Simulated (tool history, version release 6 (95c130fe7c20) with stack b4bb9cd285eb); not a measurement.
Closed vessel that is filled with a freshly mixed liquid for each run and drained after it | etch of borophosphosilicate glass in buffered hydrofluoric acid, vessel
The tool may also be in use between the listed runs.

run    day  temperature setpoint of the liquid (C)  parts of 40 % ammonium fluoride to one part of 49 % hydrofluoric acid (parts by volume)  time in the liquid (s)  thickness taken off the borophosphosilicate glass on a monitor wafer (angstrom)
  1  0.000                                    23.0                                                                                     10.0                      90                                                                           1567.2
  2  0.200                                    26.5                                                                                     10.0                      90                                                                           1933.2
  3  0.242                                    26.5                                                                                     12.0                      90                                                                           1611.3
  4  0.467                                    26.0                                                                                     12.0                      90                                                                           1554.5
  5  0.600                                    26.0                                                                                     12.0                      95                                                                           1651.8
  6  0.654                                    25.5                                                                                     12.0                      95                                                                           1563.8

Estimate the outcome of run 7 from the log above:
  7  0.771                                    25.0                                                                                     12.0                      95                                                                                ?

thickness taken off the borophosphosilicate glass on a monitor wafer (angstrom): 1574.1

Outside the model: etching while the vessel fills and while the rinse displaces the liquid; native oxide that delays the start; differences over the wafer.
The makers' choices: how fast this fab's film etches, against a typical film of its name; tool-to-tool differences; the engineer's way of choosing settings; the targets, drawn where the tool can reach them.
